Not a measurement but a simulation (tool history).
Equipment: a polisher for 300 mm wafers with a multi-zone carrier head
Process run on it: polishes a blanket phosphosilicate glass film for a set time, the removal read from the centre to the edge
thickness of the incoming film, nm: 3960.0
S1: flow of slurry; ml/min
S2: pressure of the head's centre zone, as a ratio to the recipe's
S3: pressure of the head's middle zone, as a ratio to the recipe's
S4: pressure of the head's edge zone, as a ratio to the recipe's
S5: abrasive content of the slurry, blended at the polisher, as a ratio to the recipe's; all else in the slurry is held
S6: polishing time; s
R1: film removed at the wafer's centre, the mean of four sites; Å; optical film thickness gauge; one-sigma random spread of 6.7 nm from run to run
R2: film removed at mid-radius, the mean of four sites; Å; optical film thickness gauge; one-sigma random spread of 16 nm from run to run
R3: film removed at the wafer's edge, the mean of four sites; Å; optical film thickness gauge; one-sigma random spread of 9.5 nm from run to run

| run | hour | S1 | S2 | S3 | S4 | S5 | S6 | R1 | R2 | R3 |
|---|---|---|---|---|---|---|---|---|---|---|
| 1 | 0.0 | 210 | 1.00 | 1.00 | 1.00 | 1.00 | 88 | 7649.4 | 7748.1 | 7654.5 |
| 2 | 0.9 | 210 | 1.00 | 1.00 | 1.00 | 1.00 | 107 | 9353.6 | 9433.8 | 9320.2 |
| 3 | 6.3 | 210 | 0.92 | 1.00 | 1.00 | 1.00 | 107 | 8679.5 | 9494.3 | 9266.2 |
| 4 | 11.9 | 210 | 0.85 | 1.00 | 1.00 | 1.00 | 107 | 8045.9 | 9330.0 | 9370.8 |
| 5 | 12.7 | 210 | 0.85 | 1.00 | 1.06 | 1.00 | 107 | 8071.3 | 9177.2 | 9481.7 |
| 6 | 21.7 | 210 | 0.85 | 1.00 | 1.06 | 1.15 | 107 | 8422.8 | 9780.0 | 9927.2 |
| 7 | 24.2 | 225 | 0.87 | 1.00 | 1.06 | 1.15 | 107 | 8701.2 | 9957.8 | 9823.4 |
| 8 | 27.4 | 225 | 0.88 | 0.99 | 1.07 | 1.20 | 107 | 8888.1 | 10056.0 | 10076.0 |
| 9 | 33.7 | 230 | 0.89 | 0.99 | 1.08 | 1.20 | 107 | 9051.4 | 10036.0 | 10354.0 |
| 10 | 42.4 | 235 | 0.90 | 0.99 | 1.08 | 1.20 | 107 | 9189.5 | 10105.0 | 10276.0 |
| 11 | 43.2 | 240 | 0.90 | 0.99 | 1.08 | 1.20 | 107 | 9104.8 | 9834.8 | 10111.0 |

What does the tool deliver on the next run?
| 12 | 46.1 | 240 | 0.91 | 1.00 | 1.08 | 1.20 | 107 | ? | ? | ? |

Run 12 came out at R1 9167.9 Å, R2 9967.6 Å, R3 10481.0 Å.

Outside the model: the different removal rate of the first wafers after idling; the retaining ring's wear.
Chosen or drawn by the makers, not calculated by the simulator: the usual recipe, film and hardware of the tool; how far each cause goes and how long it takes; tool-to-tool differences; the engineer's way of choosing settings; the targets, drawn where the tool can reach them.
